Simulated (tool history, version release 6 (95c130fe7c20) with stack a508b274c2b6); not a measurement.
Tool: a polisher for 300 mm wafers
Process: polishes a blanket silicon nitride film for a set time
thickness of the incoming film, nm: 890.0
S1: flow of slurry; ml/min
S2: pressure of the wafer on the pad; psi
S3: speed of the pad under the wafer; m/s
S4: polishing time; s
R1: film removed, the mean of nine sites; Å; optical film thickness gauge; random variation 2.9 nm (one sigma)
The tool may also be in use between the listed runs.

| run | day | S1 | S2 | S3 | S4 | R1 |
|---|---|---|---|---|---|---|
| 1 | 0.000 | 185 | 4.9 | 1.42 | 91 | 2553.4 |
| 2 | 0.304 | 205 | 4.9 | 1.42 | 91 | 2597.6 |
| 3 | 0.350 | 215 | 5.4 | 1.42 | 91 | 2851.3 |
| 4 | 0.496 | 215 | 5.9 | 1.42 | 91 | 3098.6 |
|  | 0.708 | head pressure recalibrated |
| 5 | 0.708 | 220 | 6.3 | 1.42 | 91 | 3406.6 |
| 6 | 0.971 | 225 | 6.5 | 1.42 | 91 | 3580.2 |
| 7 | 1.154 | 230 | 6.7 | 1.42 | 91 | 3629.3 |

Run 8 comes next. What will it give?
| 8 | 1.254 | 230 | 6.9 | 1.42 | 91 | ? |

R1: 3696.2 Å
